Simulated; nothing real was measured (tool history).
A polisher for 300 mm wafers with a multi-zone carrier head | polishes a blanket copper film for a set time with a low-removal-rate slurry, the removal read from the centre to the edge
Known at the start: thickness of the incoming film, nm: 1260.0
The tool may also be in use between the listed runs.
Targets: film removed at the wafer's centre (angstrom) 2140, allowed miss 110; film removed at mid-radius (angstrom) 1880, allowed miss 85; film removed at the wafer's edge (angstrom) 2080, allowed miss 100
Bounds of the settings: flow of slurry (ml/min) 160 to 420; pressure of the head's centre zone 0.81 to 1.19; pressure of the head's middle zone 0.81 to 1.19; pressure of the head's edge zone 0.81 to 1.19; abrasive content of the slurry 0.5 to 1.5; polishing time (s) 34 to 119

| run | hour | flow of slurry (ml/min) | pressure of the head's centre zone | pressure of the head's middle zone | pressure of the head's edge zone | abrasive content of the slurry | polishing time (s) | film removed at the wafer's centre (angstrom) | film removed at mid-radius (angstrom) | film removed at the wafer's edge (angstrom) |
|---|---|---|---|---|---|---|---|---|---|---|
| 1 | 0 | 270 | 1 | 1 | 1 | 1 | 76 | 1490.9 | 1491.2 | 1540.5 |
| 2 | 7.7 | 270 | 1 | 1 | 1 | 1 | 57 | 1072.8 | 1130.1 | 1104 |
| 3 | 12.8 | 270 | 1 | 1 | 1 | 1.15 | 57 | 1106.2 | 1138.1 | 1147.3 |
| 4 | 16.2 | 270 | 1.02 | 1.01 | 1.01 | 1.2 | 61 | 1205.9 | 1245.9 | 1246.3 |
| 5 | 23.3 | 270 | 1.04 | 1.01 | 1.02 | 1.25 | 65 | 1320 | 1306.2 | 1389.8 |
| 6 | 23.9 | 230 | 1.04 | 1.01 | 1.02 | 1.25 | 65 | 1330.3 | 1329.6 | 1325.7 |
| 7 | 31.2 | 230 | 1.06 | 1.01 | 1.03 | 1.3 | 68 | 1412.5 | 1417.6 | 1402.4 |
| 8 | 39.7 | 235 | 1.08 | 1.01 | 1.03 | 1.35 | 71 | 1535 | 1451.5 | 1512.9 |
| 9 | 43.8 | 240 | 1.09 | 1.02 | 1.04 | 1.35 | 73 | 1575.1 | 1543.6 | 1516 |
| 10 | 47 | 240 | 1.09 | 1.01 | 1.04 | 1.35 | 76 | 1636 | 1569.6 | 1608.3 |
| 11 | 51.8 | 245 | 1.1 | 1.01 | 1.04 | 1.35 | 78 | 1765.7 | 1640.9 | 1603.2 |
| 12 | 54.3 | 245 | 1.09 | 1 | 1.05 | 1.35 | 80 | 1742.7 | 1619.7 | 1724.7 |
| 13 | 54.9 | 250 | 1.1 | 1 | 1.06 | 1.35 | 81 | 1741.6 | 1677.4 | 1715.3 |

4 next moves are on the table. One of them brings every result within its allowed miss. Which?
| A | 55.5 | 280 | 0.98 | 0.96 | 1.19 | 1.35 | 93 | ? | ? | ? |
| B | 55.5 | 290 | 1.19 | 0.87 | 1 | 1.45 | 97 | ? | ? | ? |
| C | 55.5 | 250 | 1.09 | 0.93 | 1.02 | 1.5 | 95 | ? | ? | ? |
| D | 55.5 | 275 | 1.16 | 0.84 | 0.91 | 1.3 | 102 | ? | ? | ? |

| move | film removed at the wafer's centre (angstrom) | film removed at mid-radius (angstrom) | film removed at the wafer's edge (angstrom) |
|---|---|---|---|
| A | 1919.9 | 1914.1 | 2063.9 |
| B | 2483.4 | 1912 | 2091.5 |
| C | 2200.9 | 1934.2 | 2046.3 |
| D | 2467.4 | 1909.6 | 2087 |
A: brings the result that was furthest off to its target, and leaves another outside
B: brings the result that was furthest off to its target, and leaves another outside
C: meets every target
D: brings the result that was furthest off to its target, and leaves another outside
Move C is the one to make.
